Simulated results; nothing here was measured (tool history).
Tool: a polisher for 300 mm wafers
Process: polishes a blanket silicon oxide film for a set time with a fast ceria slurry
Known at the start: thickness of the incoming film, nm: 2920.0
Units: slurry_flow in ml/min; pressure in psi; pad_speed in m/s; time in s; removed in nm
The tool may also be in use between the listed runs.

run	hour	slurry_flow	pressure	pad_speed	time	removed
1	0	160	2.6	1.24	49	909.86
2	5.1	140	2.6	1.24	49	900.23
3	13.5	140	2.5	1.24	49	880.48
4	14.4	140	2.4	1.24	49	824.32
5	17.1	140	2.3	1.24	49	804.72
6	21.9	140	2.6	1.24	49	886.88
7	26.8	140	2.5	1.24	49	867.49
8	29.5	140	2.4	1.24	49	844.57
9	36.5	140	2.3	1.24	49	812.78

Forecast run 10:
10	45.5	140	2.2	1.24	49	?

Run 10 gave removed 802.89 nm.

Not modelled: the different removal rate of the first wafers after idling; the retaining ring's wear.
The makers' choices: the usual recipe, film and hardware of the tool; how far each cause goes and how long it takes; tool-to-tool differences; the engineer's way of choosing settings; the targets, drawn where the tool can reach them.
